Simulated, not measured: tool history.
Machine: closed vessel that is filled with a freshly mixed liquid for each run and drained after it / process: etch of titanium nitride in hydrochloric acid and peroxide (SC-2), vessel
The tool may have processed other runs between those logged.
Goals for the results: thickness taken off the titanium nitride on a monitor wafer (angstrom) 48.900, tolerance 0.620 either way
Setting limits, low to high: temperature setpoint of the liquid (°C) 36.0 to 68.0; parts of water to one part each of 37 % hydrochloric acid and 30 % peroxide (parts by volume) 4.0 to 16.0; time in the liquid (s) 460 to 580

run,hour,temperature setpoint of the liquid (°C),parts of water to one part each of 37 % hydrochloric acid and 30 % peroxide (parts by volume),time in the liquid (s),thickness taken off the titanium nitride on a monitor wafer (angstrom)
1,0.0,52.0,9.0,580,126.940
2,4.1,48.5,9.0,580,100.840
3,12.0,48.5,9.0,580,100.050
4,19.6,48.5,7.0,580,122.860
5,20.2,48.5,7.0,460,96.826
6,21.3,48.5,7.0,580,122.490
7,29.4,45.5,7.0,580,99.824
8,30.9,43.0,7.5,580,79.710
9,34.5,41.5,7.5,580,71.643

Exactly one of the 5 candidate moves below puts every result within its allowed miss. Which one?
A,38.1,40.5,9.0,480,?
B,38.1,41.0,8.0,485,?
C,38.1,47.5,6.5,520,?
D,38.1,38.0,7.0,480,?
E,38.1,42.0,9.0,570,?

move,thickness taken off the titanium nitride on a monitor wafer (angstrom)
A,48.045
B,55.341
C,109.480
D,49.169
E,63.411
A: takes the biggest miss from the last run beyond its target
B: closer than the last run, but not yet in spec
C: its largest miss is bigger than the last run's
D: every result within its allowed miss
E: closer than the last run, but not yet in spec
The move that meets every target is D.
